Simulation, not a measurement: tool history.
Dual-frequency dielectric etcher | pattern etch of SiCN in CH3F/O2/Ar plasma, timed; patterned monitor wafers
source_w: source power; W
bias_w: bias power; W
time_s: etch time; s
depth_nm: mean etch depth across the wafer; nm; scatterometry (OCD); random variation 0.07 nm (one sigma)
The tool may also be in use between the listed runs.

run 1 hour=0.0 | source_w=430 bias_w=73 time_s=32 | depth_nm=12.387
run 2 hour=8.3 | source_w=470 bias_w=73 time_s=32 | depth_nm=12.851
run 3 hour=15.8 | source_w=430 bias_w=71 time_s=32 | depth_nm=12.150
run 4 hour=24.3 | source_w=430 bias_w=84 time_s=32 | depth_nm=12.800
run 5 hour=30.0 | source_w=400 bias_w=82 time_s=32 | depth_nm=12.041
run 6 hour=34.4 | source_w=460 bias_w=82 time_s=32 | depth_nm=13.401
run 7 hour=38.5 | source_w=460 bias_w=82 time_s=32 | depth_nm=13.172

The next listed run, before its measurement:
run 8 hour=46.2 | source_w=430 bias_w=81 time_s=32 | depth_nm=?

{"run 8": {"depth_nm": 12.658}}
